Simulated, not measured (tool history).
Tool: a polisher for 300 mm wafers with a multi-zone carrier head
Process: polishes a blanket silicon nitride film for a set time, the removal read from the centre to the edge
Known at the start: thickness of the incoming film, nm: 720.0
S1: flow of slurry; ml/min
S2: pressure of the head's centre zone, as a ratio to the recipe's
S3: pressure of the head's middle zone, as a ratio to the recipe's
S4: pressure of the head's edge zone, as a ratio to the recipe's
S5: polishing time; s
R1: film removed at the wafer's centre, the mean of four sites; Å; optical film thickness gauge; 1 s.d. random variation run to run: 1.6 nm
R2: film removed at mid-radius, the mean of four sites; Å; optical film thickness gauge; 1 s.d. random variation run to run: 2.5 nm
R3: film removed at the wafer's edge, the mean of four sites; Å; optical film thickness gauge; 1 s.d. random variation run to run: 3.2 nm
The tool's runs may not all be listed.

{"run": 1, "hour": 0.0, "S1": 310, "S2": 1.0, "S3": 1.0, "S4": 1.0, "S5": 72, "R1": 1570.3, "R2": 1571.4, "R3": 1614.0}
{"run": 2, "hour": 5.3, "S1": 310, "S2": 1.0, "S3": 0.96, "S4": 1.0, "S5": 72, "R1": 1575.1, "R2": 1497.5, "R3": 1618.1}
{"run": 3, "hour": 14.3, "S1": 235, "S2": 1.0, "S3": 0.96, "S4": 1.0, "S5": 72, "R1": 1506.3, "R2": 1473.0, "R3": 1574.3}
{"run": 4, "hour": 15.5, "S1": 235, "S2": 1.0, "S3": 0.96, "S4": 1.0, "S5": 55, "R1": 1159.4, "R2": 1105.8, "R3": 1184.0}
{"run": 5, "hour": 22.8, "S1": 235, "S2": 0.97, "S3": 0.96, "S4": 1.0, "S5": 55, "R1": 1123.6, "R2": 1112.0, "R3": 1207.0}
{"run": 6, "hour": 24.9, "S1": 260, "S2": 0.99, "S3": 1.0, "S4": 1.03, "S5": 64, "R1": 1344.8, "R2": 1393.7, "R3": 1423.2}
{"run": 7, "hour": 30.6, "S1": 285, "S2": 1.01, "S3": 1.01, "S4": 1.07, "S5": 69, "R1": 1479.5, "R2": 1494.3, "R3": 1591.5}
{"run": 8, "hour": 32.0, "S1": 305, "S2": 1.04, "S3": 1.05, "S4": 1.09, "S5": 73, "R1": 1646.5, "R2": 1631.1, "R3": 1676.8}

Run 9 comes next. What will it give?
{"run": 9, "hour": 38.8, "S1": 320, "S2": 1.04, "S3": 1.07, "S4": 1.11, "S5": 77, "R1": "?", "R2": "?", "R3": "?"}

{"run 9": {"R1": 1756.2, "R2": 1758.7, "R3": 1813.9}}
